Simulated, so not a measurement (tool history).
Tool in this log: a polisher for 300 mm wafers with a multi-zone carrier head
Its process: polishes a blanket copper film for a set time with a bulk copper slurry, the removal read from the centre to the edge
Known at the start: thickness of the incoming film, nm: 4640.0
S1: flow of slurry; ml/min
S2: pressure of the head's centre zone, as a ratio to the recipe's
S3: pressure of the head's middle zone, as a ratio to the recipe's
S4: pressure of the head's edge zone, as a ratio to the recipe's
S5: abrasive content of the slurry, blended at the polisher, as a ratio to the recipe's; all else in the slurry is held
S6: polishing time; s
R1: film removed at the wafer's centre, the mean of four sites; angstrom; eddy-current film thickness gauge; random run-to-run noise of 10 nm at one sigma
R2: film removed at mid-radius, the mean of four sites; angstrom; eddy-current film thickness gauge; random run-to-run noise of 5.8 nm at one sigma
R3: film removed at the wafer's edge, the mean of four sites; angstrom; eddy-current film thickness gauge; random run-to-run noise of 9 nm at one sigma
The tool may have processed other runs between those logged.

| run | hour | S1 | S2 | S3 | S4 | S5 | S6 | R1 | R2 | R3 |
|---|---|---|---|---|---|---|---|---|---|---|
| 1 | 0 | 195 | 1 | 1 | 1 | 1 | 61 | 6894.7 | 6447.2 | 6579.7 |
| 2 | 1.2 | 205 | 1.01 | 1.03 | 1 | 1 | 61 | 6934.2 | 6564.3 | 6385.9 |
| 3 | 4.2 | 205 | 0.96 | 1.03 | 1 | 1 | 61 | 6744.3 | 6641 | 6601.3 |
| 4 | 5.6 | 185 | 0.96 | 1.03 | 1 | 1 | 61 | 6632.6 | 6574.2 | 6494.9 |
| 5 | 7.6 | 195 | 0.97 | 1.05 | 1.01 | 1.05 | 61 | 6767.4 | 6814.8 | 6650.6 |
| 6 | 12.1 | 195 | 0.97 | 1.05 | 1.04 | 1.05 | 61 | 6772.8 | 6844.9 | 6866.9 |

Expected results for the next run?
| 7 | 19.1 | 195 | 0.97 | 1.05 | 1.04 | 1.05 | 61 | ? | ? | ? |

R1: 6824.6 angstrom
R2: 6814.9 angstrom
R3: 6830.1 angstrom

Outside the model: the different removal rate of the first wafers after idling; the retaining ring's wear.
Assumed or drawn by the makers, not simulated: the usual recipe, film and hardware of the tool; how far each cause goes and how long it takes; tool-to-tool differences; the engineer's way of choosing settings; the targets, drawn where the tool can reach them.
